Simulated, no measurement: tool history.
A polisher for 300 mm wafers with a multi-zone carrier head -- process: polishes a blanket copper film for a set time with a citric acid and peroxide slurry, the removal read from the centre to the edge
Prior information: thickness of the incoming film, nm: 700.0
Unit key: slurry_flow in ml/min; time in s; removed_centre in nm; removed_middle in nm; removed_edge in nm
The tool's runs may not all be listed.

Run 1, hour 0.0: slurry_flow 175 ml/min, centre_zone 1.00, middle_zone 1.00, edge_zone 1.00, slurry_solids 1.00, time 77 s. Result: removed_centre 123.57 nm, removed_middle 127.59 nm, removed_edge 127.14 nm.
Run 2, hour 6.8: slurry_flow 180 ml/min, centre_zone 1.01, middle_zone 1.01, edge_zone 1.02, slurry_solids 1.10, time 78 s. Result: removed_centre 131.25 nm, removed_middle 132.43 nm, removed_edge 132.46 nm.
Run 3, hour 14.7: slurry_flow 185 ml/min, centre_zone 1.01, middle_zone 1.02, edge_zone 1.04, slurry_solids 1.15, time 80 s. Result: removed_centre 132.26 nm, removed_middle 141.02 nm, removed_edge 137.00 nm.
Run 4, hour 22.1: slurry_flow 185 ml/min, centre_zone 1.02, middle_zone 1.02, edge_zone 1.05, slurry_solids 1.20, time 82 s. Result: removed_centre 139.33 nm, removed_middle 146.08 nm, removed_edge 145.90 nm.
Run 5, hour 25.3: slurry_flow 185 ml/min, centre_zone 1.06, middle_zone 1.02, edge_zone 1.05, slurry_solids 1.20, time 82 s. Result: removed_centre 142.88 nm, removed_middle 147.93 nm, removed_edge 143.18 nm.
Run 6, hour 30.3: slurry_flow 185 ml/min, centre_zone 1.10, middle_zone 1.02, edge_zone 1.05, slurry_solids 1.20, time 82 s. Result: removed_centre 151.64 nm, removed_middle 148.12 nm, removed_edge 146.40 nm.
Run 7, hour 38.4: slurry_flow 190 ml/min, centre_zone 1.10, middle_zone 1.03, edge_zone 1.07, slurry_solids 1.25, time 83 s. Result: removed_centre 157.00 nm, removed_middle 151.85 nm, removed_edge 152.60 nm.
Run 8, hour 39.7: slurry_flow 195 ml/min, centre_zone 1.10, middle_zone 1.05, edge_zone 1.09, slurry_solids 1.30, time 83 s. Result: removed_centre 156.71 nm, removed_middle 156.78 nm, removed_edge 150.44 nm.

Run 9 is up next; what results do you expect?
Run 9, hour 43.2: slurry_flow 195 ml/min, centre_zone 1.09, middle_zone 1.05, edge_zone 1.10, slurry_solids 1.35, time 84 s. Result: removed_centre ?, removed_middle ?, removed_edge ?.

Run 9 produced removed_centre 159.36 nm, removed_middle 159.60 nm, removed_edge 156.92 nm.

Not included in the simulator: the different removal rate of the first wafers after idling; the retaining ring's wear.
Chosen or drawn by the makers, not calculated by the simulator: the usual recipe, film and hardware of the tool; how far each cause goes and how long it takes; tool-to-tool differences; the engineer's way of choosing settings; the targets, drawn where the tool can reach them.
